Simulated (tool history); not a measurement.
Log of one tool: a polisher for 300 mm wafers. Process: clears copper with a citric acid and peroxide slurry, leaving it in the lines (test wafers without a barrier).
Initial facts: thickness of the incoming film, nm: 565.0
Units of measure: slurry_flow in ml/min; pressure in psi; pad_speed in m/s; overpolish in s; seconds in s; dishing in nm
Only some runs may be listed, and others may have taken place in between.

run,hour,slurry_flow,pressure,pad_speed,slurry_solids,overpolish,seconds,dishing
1,0.0,280,3.6,1.30,1.0,24,169.41,43.211
2,7.5,280,3.5,1.30,1.0,23,164.74,41.269
3,12.7,280,3.5,1.30,1.0,29,168.95,50.301
4,17.3,280,3.4,1.30,1.0,27,171.39,46.416
5,19.1,280,3.3,1.30,1.0,26,170.49,43.655
6,25.7,280,3.1,1.30,1.0,26,180.28,43.177
7,33.5,280,3.0,1.30,1.0,25,182.71,42.152
8,38.7,280,3.0,1.28,1.0,24,187.11,39.278

Estimate the outcome of run 9 from the log above:
9,46.3,280,3.0,1.28,1.0,23,?,?

{"run 9": {"seconds": 193.25, "dishing": 38.422}}

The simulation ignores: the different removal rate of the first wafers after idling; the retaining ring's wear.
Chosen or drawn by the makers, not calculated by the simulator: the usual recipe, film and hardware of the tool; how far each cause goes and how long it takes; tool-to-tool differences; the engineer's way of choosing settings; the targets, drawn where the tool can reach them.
